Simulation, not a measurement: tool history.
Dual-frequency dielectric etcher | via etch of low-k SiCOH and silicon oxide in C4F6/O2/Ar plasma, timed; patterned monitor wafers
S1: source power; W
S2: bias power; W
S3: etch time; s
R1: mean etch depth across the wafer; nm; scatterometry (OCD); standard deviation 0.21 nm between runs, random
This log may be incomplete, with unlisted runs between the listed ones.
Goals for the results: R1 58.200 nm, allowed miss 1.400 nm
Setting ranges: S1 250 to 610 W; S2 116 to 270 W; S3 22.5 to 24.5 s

| run | hour | S1 | S2 | S3 | R1 |
|---|---|---|---|---|---|
| 1 | 0.0 | 430 | 193 | 24.5 | 64.597 |
| 2 | 4.1 | 420 | 191 | 24.5 | 63.543 |
| 3 | 11.7 | 420 | 219 | 24.5 | 66.484 |
| 4 | 20.1 | 400 | 216 | 24.5 | 64.532 |
| 5 | 24.8 | 400 | 240 | 24.5 | 66.755 |
| 6 | 29.9 | 380 | 238 | 24.5 | 65.707 |
| 7 | 37.1 | 360 | 235 | 24.5 | 63.103 |
| 8 | 38.0 | 290 | 229 | 24.5 | 55.713 |

4 next moves are on the table. One of them brings every result within its allowed miss. Which?
| A | 38.9 | 390 | 205 | 23.0 | ? |
| B | 38.9 | 330 | 227 | 23.0 | ? |
| C | 38.9 | 260 | 245 | 24.0 | ? |
| D | 38.9 | 250 | 269 | 24.0 | ? |

| move | R1 |
|---|---|
| A | 58.880 |
| B | 56.026 |
| C | 52.703 |
| D | 53.348 |
A: every result lands within tolerance
B: closer than the last run, but not yet in spec
C: lands further from the targets than the last run did
D: lands further from the targets than the last run did
The move that meets every target is A.

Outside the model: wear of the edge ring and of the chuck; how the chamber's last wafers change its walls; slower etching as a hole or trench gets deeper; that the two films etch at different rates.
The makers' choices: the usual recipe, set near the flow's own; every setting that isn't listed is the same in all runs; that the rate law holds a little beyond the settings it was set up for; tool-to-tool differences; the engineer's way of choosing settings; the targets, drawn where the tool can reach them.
